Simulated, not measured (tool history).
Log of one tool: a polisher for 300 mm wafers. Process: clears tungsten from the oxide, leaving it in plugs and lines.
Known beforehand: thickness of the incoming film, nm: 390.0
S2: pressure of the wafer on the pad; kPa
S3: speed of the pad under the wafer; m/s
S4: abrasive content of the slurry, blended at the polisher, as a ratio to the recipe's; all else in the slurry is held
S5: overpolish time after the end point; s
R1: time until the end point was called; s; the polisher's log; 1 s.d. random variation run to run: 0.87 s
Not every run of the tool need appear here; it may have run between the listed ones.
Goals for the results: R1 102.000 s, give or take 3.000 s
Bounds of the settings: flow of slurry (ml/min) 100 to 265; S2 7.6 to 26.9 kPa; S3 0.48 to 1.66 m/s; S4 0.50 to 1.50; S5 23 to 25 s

{"run": 1, "hour": 0.0, "flow of slurry (ml/min)": 170, "S2": 17.2, "S3": 1.06, "S4": 1.0, "S5": 23, "R1": 88.973}
{"run": 2, "hour": 3.6, "flow of slurry (ml/min)": 165, "S2": 16.5, "S3": 1.06, "S4": 1.0, "S5": 23, "R1": 91.624}
{"run": 3, "hour": 7.0, "flow of slurry (ml/min)": 165, "S2": 16.5, "S3": 1.32, "S4": 1.0, "S5": 23, "R1": 74.881}
{"run": 4, "hour": 14.7, "flow of slurry (ml/min)": 160, "S2": 15.9, "S3": 1.32, "S4": 1.0, "S5": 23, "R1": 78.672}
{"run": 5, "hour": 17.0, "flow of slurry (ml/min)": 160, "S2": 18.6, "S3": 1.32, "S4": 1.0, "S5": 23, "R1": 65.815}
{"run": 6, "hour": 22.4, "flow of slurry (ml/min)": 160, "S2": 17.2, "S3": 1.32, "S4": 1.0, "S5": 23, "R1": 71.181}
{"run": 7, "hour": 23.7, "flow of slurry (ml/min)": 160, "S2": 15.9, "S3": 1.32, "S4": 1.0, "S5": 23, "R1": 76.353}
{"run": 8, "hour": 31.0, "flow of slurry (ml/min)": 140, "S2": 11.0, "S3": 1.3, "S4": 1.0, "S5": 23, "R1": 115.43}
{"run": 9, "hour": 33.7, "flow of slurry (ml/min)": 150, "S2": 11.0, "S3": 1.3, "S4": 1.0, "S5": 23, "R1": 113.79}
{"run": 10, "hour": 36.3, "flow of slurry (ml/min)": 160, "S2": 11.0, "S3": 1.3, "S4": 1.0, "S5": 23, "R1": 112.3}
{"run": 11, "hour": 40.9, "flow of slurry (ml/min)": 165, "S2": 11.0, "S3": 1.3, "S4": 1.0, "S5": 23, "R1": 111.23}
{"run": 12, "hour": 41.7, "flow of slurry (ml/min)": 165, "S2": 11.0, "S3": 1.3, "S4": 1.0, "S5": 23, "R1": 109.7}
{"run": 13, "hour": 46.4, "flow of slurry (ml/min)": 170, "S2": 11.0, "S3": 1.3, "S4": 1.0, "S5": 23, "R1": 110.81}
{"run": 14, "hour": 49.2, "flow of slurry (ml/min)": 175, "S2": 11.0, "S3": 1.3, "S4": 1.0, "S5": 23, "R1": 109.93}
{"run": 15, "hour": 51.4, "flow of slurry (ml/min)": 180, "S2": 11.0, "S3": 1.3, "S4": 1.0, "S5": 23, "R1": 109.71}
{"run": 16, "hour": 58.1, "flow of slurry (ml/min)": 185, "S2": 11.0, "S3": 1.3, "S4": 1.0, "S5": 23, "R1": 108.41}
{"run": 17, "hour": 66.6, "flow of slurry (ml/min)": 190, "S2": 11.0, "S3": 1.3, "S4": 1.0, "S5": 23, "R1": 108.93}
{"run": 18, "hour": 73.5, "flow of slurry (ml/min)": 195, "S2": 11.0, "S3": 1.3, "S4": 1.0, "S5": 23, "R1": 107.38}
{"run": 19, "hour": 75.8, "flow of slurry (ml/min)": 200, "S2": 11.0, "S3": 1.3, "S4": 1.0, "S5": 23, "R1": 109.65}

Which one of the following 4 next-run settings gets every result inside its allowed miss? There is exactly one.
{"run": "A", "hour": 78.1, "flow of slurry (ml/min)": 150, "S2": 11.7, "S3": 1.52, "S4": 0.95, "S5": 23, "R1": "?"}
{"run": "B", "hour": 78.1, "flow of slurry (ml/min)": 185, "S2": 13.1, "S3": 1.26, "S4": 1.1, "S5": 23, "R1": "?"}
{"run": "C", "hour": 78.1, "flow of slurry (ml/min)": 185, "S2": 11.0, "S3": 1.3, "S4": 0.95, "S5": 23, "R1": "?"}
{"run": "D", "hour": 78.1, "flow of slurry (ml/min)": 220, "S2": 10.3, "S3": 1.42, "S4": 1.05, "S5": 23, "R1": "?"}

move=A R1=92.629
move=B R1=93.389
move=C R1=110.410
move=D R1=102.830
A: takes the result that was furthest off past its target
B: takes the result that was furthest off past its target
C: the biggest miss grows against the last run
D: each result inside its tolerance
The right move is D.
